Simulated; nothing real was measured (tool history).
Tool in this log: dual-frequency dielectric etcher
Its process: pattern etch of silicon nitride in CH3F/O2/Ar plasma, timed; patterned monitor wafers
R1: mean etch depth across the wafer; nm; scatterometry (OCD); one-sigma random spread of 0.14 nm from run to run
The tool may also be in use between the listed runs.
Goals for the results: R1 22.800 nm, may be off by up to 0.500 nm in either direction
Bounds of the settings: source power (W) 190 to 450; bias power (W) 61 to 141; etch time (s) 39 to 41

{"run": 1, "hour": 0.0, "source power (W)": 320, "bias power (W)": 101, "etch time (s)": 39, "R1": 27.747}
{"run": 2, "hour": 3.4, "source power (W)": 300, "bias power (W)": 97, "etch time (s)": 39, "R1": 26.589}
{"run": 3, "hour": 6.8, "source power (W)": 280, "bias power (W)": 95, "etch time (s)": 39, "R1": 25.914}
{"run": 4, "hour": 13.8, "source power (W)": 320, "bias power (W)": 95, "etch time (s)": 39, "R1": 27.27}
{"run": 5, "hour": 21.2, "source power (W)": 300, "bias power (W)": 93, "etch time (s)": 39, "R1": 26.029}
{"run": 6, "hour": 26.9, "source power (W)": 300, "bias power (W)": 83, "etch time (s)": 39, "R1": 24.85}
{"run": 7, "hour": 33.2, "source power (W)": 300, "bias power (W)": 83, "etch time (s)": 39, "R1": 25.14}
{"run": 8, "hour": 37.9, "source power (W)": 240, "bias power (W)": 77, "etch time (s)": 39, "R1": 22.051}

Exercise: of the 4 proposed moves below, exactly one satisfies all targets within the stated allowed misses. Which move is it?
{"run": "A", "hour": 42.6, "source power (W)": 250, "bias power (W)": 71, "etch time (s)": 39, "R1": "?"}
{"run": "B", "hour": 42.6, "source power (W)": 280, "bias power (W)": 73, "etch time (s)": 41, "R1": "?"}
{"run": "C", "hour": 42.6, "source power (W)": 250, "bias power (W)": 74, "etch time (s)": 40, "R1": "?"}
{"run": "D", "hour": 42.6, "source power (W)": 250, "bias power (W)": 92, "etch time (s)": 39, "R1": "?"}

move=A R1=22.118
move=B R1=24.594
move=C R1=23.052
move=D R1=24.489
A: nearer than the last run, and not there yet
B: carries the result that was furthest off beyond its target, to the other side
C: every result lands within tolerance
D: carries the result that was furthest off beyond its target, to the other side
C is the move that brings every result within its allowed miss.

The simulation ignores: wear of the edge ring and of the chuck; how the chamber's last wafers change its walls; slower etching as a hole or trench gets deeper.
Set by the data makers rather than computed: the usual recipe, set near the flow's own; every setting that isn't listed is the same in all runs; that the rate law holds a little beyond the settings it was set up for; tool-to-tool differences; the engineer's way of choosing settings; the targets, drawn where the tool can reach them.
